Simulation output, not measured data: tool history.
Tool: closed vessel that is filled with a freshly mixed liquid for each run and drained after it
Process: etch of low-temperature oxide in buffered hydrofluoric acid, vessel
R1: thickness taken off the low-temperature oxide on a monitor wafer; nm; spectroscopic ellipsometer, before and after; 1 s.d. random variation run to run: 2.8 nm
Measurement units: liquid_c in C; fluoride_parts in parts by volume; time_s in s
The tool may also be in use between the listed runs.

{"run": 1, "day": 0.0, "liquid_c": 23, "fluoride_parts": 9, "time_s": 90, "R1": 296.28}
{"run": 2, "day": 0.225, "liquid_c": 23.5, "fluoride_parts": 9, "time_s": 90, "R1": 301.44}
{"run": 3, "day": 0.554, "liquid_c": 20.5, "fluoride_parts": 9, "time_s": 90, "R1": 254.58}
{"run": 4, "day": 0.908, "liquid_c": 20.5, "fluoride_parts": 9, "time_s": 90, "R1": 254.48}
{"run": 5, "day": 1.15, "liquid_c": 20.5, "fluoride_parts": 11.5, "time_s": 90, "R1": 205.82}
{"run": 6, "day": 1.312, "liquid_c": 20.5, "fluoride_parts": 11.5, "time_s": 90, "R1": 209.76}
{"run": 7, "day": 1.45, "liquid_c": 22, "fluoride_parts": 11.5, "time_s": 90, "R1": 226.06}
{"run": 8, "day": 1.767, "liquid_c": 23.5, "fluoride_parts": 11.5, "time_s": 90, "R1": 243.15}
{"run": 9, "day": 1.967, "liquid_c": 25, "fluoride_parts": 11.5, "time_s": 90, "R1": 264.22}
{"run": 10, "day": 2.092, "liquid_c": 26, "fluoride_parts": 11.5, "time_s": 90, "R1": 281.91}
{"run": 11, "day": 2.292, "liquid_c": 26.5, "fluoride_parts": 11.5, "time_s": 90, "R1": 287.8}
{"run": 12, "day": 2.608, "liquid_c": 27, "fluoride_parts": 11.5, "time_s": 90, "R1": 295.63}
{"run": 13, "day": 2.746, "liquid_c": 27.5, "fluoride_parts": 11.5, "time_s": 90, "R1": 302.24}
{"run": 14, "day": 3.071, "liquid_c": 28, "fluoride_parts": 11.5, "time_s": 90, "R1": 308.61}
{"run": 15, "day": 3.167, "liquid_c": 28, "fluoride_parts": 11.5, "time_s": 90, "R1": 311.91}
{"day": 3.192, "done": "hydrofluoric acid flow meter replaced"}
{"run": 16, "day": 3.192, "liquid_c": 28.5, "fluoride_parts": 11.5, "time_s": 90, "R1": 295.33}
{"run": 17, "day": 3.521, "liquid_c": 29, "fluoride_parts": 11, "time_s": 90, "R1": 312.89}
{"run": 18, "day": 3.775, "liquid_c": 29.5, "fluoride_parts": 11, "time_s": 90, "R1": 322.86}

Predict the results of run 19:
{"run": 19, "day": 3.808, "liquid_c": 30, "fluoride_parts": 11, "time_s": 90, "R1": "?"}

{"run 19": {"R1": 330.37}}

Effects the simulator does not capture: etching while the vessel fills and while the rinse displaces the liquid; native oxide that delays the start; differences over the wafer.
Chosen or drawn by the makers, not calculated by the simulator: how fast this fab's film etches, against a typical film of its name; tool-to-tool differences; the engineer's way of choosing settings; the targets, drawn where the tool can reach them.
